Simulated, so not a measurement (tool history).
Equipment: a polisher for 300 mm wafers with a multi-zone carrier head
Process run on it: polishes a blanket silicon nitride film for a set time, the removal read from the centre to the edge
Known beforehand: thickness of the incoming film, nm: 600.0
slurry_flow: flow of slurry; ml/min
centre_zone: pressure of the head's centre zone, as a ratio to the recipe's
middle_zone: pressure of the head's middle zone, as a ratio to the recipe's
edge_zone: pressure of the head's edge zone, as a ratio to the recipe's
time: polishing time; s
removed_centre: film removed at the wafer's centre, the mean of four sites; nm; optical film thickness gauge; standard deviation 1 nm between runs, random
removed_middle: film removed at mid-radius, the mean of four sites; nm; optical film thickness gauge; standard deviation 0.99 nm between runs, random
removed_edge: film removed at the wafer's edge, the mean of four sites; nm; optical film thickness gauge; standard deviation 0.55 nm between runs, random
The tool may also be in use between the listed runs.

Run 1, hour 0: slurry_flow 320 ml/min, centre_zone 1, middle_zone 1, edge_zone 1, time 31 s. Result: removed_centre 63.545 nm, removed_middle 65.805 nm, removed_edge 63.623 nm.
Run 2, hour 6.9: slurry_flow 320 ml/min, centre_zone 1, middle_zone 1.06, edge_zone 1, time 31 s. Result: removed_centre 64.414 nm, removed_middle 67.713 nm, removed_edge 63.479 nm.
Run 3, hour 10: slurry_flow 320 ml/min, centre_zone 1, middle_zone 1.06, edge_zone 0.92, time 31 s. Result: removed_centre 62.418 nm, removed_middle 68.072 nm, removed_edge 60.546 nm.
Run 4, hour 12: slurry_flow 320 ml/min, centre_zone 0.96, middle_zone 1.06, edge_zone 0.92, time 31 s. Result: removed_centre 61.041 nm, removed_middle 65.388 nm, removed_edge 61.156 nm.
Run 5, hour 17.7: slurry_flow 325 ml/min, centre_zone 0.95, middle_zone 1.08, edge_zone 0.98, time 33 s. Result: removed_centre 63.972 nm, removed_middle 72.887 nm, removed_edge 67.899 nm.
Run 6, hour 21.8: slurry_flow 390 ml/min, centre_zone 0.95, middle_zone 1.08, edge_zone 0.98, time 33 s. Result: removed_centre 65.018 nm, removed_middle 73.342 nm, removed_edge 67.186 nm.
Run 7, hour 25.6: slurry_flow 385 ml/min, centre_zone 0.95, middle_zone 1.06, edge_zone 1.02, time 34 s. Result: removed_centre 66.879 nm, removed_middle 73.784 nm, removed_edge 70.718 nm.
Run 8, hour 30.2: slurry_flow 385 ml/min, centre_zone 0.95, middle_zone 1.06, edge_zone 1.05, time 35 s. Result: removed_centre 69.451 nm, removed_middle 77.027 nm, removed_edge 74.408 nm.
Run 9, hour 33.2: slurry_flow 385 ml/min, centre_zone 0.95, middle_zone 1.06, edge_zone 1.08, time 36 s. Result: removed_centre 72.715 nm, removed_middle 80.081 nm, removed_edge 77.099 nm.

Run 10, settings as shown, results not yet in. Your forecast:
Run 10, hour 35.4: slurry_flow 385 ml/min, centre_zone 0.94, middle_zone 1.05, edge_zone 1.1, time 37 s. Result: removed_centre ?, removed_middle ?, removed_edge ?.

removed_centre: 74.41 nm
removed_middle: 81.216 nm
removed_edge: 80 nm
